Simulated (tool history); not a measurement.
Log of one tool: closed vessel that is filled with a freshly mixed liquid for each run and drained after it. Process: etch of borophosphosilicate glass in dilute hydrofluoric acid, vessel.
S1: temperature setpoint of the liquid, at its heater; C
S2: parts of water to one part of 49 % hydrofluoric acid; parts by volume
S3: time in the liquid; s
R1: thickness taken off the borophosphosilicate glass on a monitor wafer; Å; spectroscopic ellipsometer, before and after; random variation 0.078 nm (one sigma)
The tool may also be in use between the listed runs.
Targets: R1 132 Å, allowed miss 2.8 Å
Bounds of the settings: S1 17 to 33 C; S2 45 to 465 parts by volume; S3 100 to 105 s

run,hour,S1,S2,S3,R1
1,0,25,255,100,188.37
2,3.6,23,260,100,167.4
3,12.9,23,205,100,227.34
4,15.6,23,205,100,226.48
5,23.1,21.5,220,100,198.52
6,31.6,20.5,235,100,175.46
7,39.7,19.5,245,100,163.05
8,48.8,19,250,100,152.71
9,57.2,19,250,100,153.31

5 next moves are on the table. One of them brings every result within its allowed miss. Which?
A,65.6,18.5,265,100,?
B,65.6,18,205,100,?
C,65.6,18,265,100,?
D,65.6,17,265,100,?
E,65.6,19.5,230,105,?

move,R1
A,140.13
B,187.65
C,137.49
D,132.32
E,181.82
A: nearer than the last run, and not there yet
B: further off than the last run
C: nearer than the last run, and not there yet
D: meets every target
E: further off than the last run
Answer: D

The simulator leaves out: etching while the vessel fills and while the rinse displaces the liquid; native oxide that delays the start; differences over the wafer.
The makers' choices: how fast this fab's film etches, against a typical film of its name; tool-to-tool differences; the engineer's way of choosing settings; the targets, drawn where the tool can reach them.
